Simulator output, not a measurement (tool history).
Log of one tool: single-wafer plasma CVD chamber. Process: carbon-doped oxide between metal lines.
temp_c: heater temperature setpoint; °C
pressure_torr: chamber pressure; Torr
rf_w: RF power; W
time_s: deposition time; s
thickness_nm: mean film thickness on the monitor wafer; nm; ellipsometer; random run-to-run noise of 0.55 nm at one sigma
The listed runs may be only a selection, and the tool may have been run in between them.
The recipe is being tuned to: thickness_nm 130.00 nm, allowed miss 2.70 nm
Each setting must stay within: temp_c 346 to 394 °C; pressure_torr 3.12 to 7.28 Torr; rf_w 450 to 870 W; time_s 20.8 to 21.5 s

run	day	temp_c	pressure_torr	rf_w	time_s	thickness_nm
1	0.000	370	5.20	660	20.8	117.53
2	0.238	370	5.30	665	20.8	118.39
3	0.329	370	4.41	665	20.8	116.40
4	0.667	366	4.41	665	20.8	116.84
5	0.983	374	4.41	665	20.8	115.43
6	1.217	374	4.41	715	20.8	123.12
7	1.346	374	4.43	720	20.8	123.65
8	1.658	374	4.46	725	20.8	125.21

Which of these 4 next moves meets every target?
A	1.971	377	4.74	725	20.8	?
B	1.971	374	4.10	735	21.5	?
C	1.971	370	3.37	715	20.8	?
D	1.971	369	3.89	675	21.5	?

move	thickness_nm
A	124.94
B	129.13
C	120.60
D	120.49
A: the biggest miss grows against the last run
B: meets every target
C: the biggest miss grows against the last run
D: the biggest miss grows against the last run
Move B is the one to make.

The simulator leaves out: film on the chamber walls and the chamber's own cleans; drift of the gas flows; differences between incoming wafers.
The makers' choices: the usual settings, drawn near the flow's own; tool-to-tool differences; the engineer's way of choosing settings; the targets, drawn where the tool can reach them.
